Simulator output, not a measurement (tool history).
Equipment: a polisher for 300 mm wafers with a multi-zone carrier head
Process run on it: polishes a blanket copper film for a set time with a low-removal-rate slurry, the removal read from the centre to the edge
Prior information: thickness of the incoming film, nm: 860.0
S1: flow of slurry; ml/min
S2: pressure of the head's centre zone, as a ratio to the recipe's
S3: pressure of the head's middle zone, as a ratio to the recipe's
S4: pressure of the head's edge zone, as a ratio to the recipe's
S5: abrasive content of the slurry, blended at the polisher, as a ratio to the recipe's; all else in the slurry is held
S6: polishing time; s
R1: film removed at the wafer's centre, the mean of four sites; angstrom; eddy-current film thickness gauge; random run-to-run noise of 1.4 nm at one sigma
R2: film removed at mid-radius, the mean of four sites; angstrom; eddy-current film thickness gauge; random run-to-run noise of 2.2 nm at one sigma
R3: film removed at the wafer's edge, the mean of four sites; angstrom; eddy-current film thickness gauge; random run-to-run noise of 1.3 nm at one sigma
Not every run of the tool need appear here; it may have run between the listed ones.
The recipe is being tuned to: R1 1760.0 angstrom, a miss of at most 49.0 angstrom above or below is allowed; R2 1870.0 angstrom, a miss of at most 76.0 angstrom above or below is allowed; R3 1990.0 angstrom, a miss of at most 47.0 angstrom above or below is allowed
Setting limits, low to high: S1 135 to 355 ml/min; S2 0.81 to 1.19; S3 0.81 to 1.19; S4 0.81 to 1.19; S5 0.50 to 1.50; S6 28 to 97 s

run	hour	S1	S2	S3	S4	S5	S6	R1	R2	R3
1	0.0	225	1.00	1.00	1.00	1.00	62	1926.2	1903.0	1903.3
2	8.9	225	0.95	1.00	1.00	1.00	62	1873.7	1938.0	1909.1
3	16.3	225	0.95	1.00	1.00	1.00	56	1654.1	1752.4	1731.8
4	20.9	225	0.95	1.00	1.00	1.00	44	1302.4	1338.9	1353.3
5	28.5	225	0.95	1.05	1.00	1.00	44	1298.0	1393.0	1348.1
6	29.2	225	0.95	1.05	1.00	0.85	44	1242.2	1381.6	1299.4
7	32.0	230	0.95	1.05	1.02	0.95	45	1338.7	1419.9	1384.9
8	35.0	235	0.94	1.06	1.04	1.00	46	1356.4	1494.6	1465.3
9	43.7	245	0.95	1.07	1.06	1.05	46	1379.8	1527.8	1489.0
10	50.0	250	0.95	1.07	1.07	1.10	47	1449.4	1615.6	1574.6
11	57.3	260	0.95	1.07	1.08	1.15	47	1487.1	1613.3	1606.7
12	59.9	265	0.95	1.07	1.09	1.20	47	1517.0	1653.9	1627.5
13	68.9	270	0.95	1.07	1.10	1.25	47	1529.4	1649.1	1643.8
14	77.0	270	0.95	1.07	1.11	1.30	48	1572.8	1708.7	1707.4
15	83.0	275	0.95	1.07	1.12	1.30	48	1584.2	1737.8	1708.1
16	87.6	275	0.94	1.06	1.13	1.30	49	1606.9	1691.9	1760.7
17	94.9	280	0.94	1.06	1.14	1.30	49	1598.0	1752.4	1780.0
18	99.8	285	0.94	1.06	1.15	1.30	49	1612.0	1754.3	1780.6
19	108.3	290	0.93	1.04	1.17	1.40	51	1682.5	1821.5	1916.1

Which one of the following 5 next-run settings gets every result inside its allowed miss? There is exactly one.
A	116.8	295	0.81	1.06	1.14	1.45	57	?	?	?
B	116.8	355	0.97	1.09	1.13	1.10	56	?	?	?
C	116.8	235	0.96	1.05	1.19	1.35	54	?	?	?
D	116.8	290	0.86	1.01	1.16	1.35	54	?	?	?
E	116.8	255	0.93	0.89	1.18	1.40	54	?	?	?

move	R1	R2	R3
A	1675.1	2118.4	2115.6
B	1866.9	2022.7	1965.1
C	1762.4	1895.2	1965.7
D	1644.5	1907.4	1984.7
E	1748.9	1748.1	1996.1
A: moves away from the targets compared with the last run
B: takes the result that was furthest off past its target
C: every result within its allowed miss
D: moves away from the targets compared with the last run
E: puts the biggest miss on target and leaves a different result outside tolerance
Move C is the one to make.

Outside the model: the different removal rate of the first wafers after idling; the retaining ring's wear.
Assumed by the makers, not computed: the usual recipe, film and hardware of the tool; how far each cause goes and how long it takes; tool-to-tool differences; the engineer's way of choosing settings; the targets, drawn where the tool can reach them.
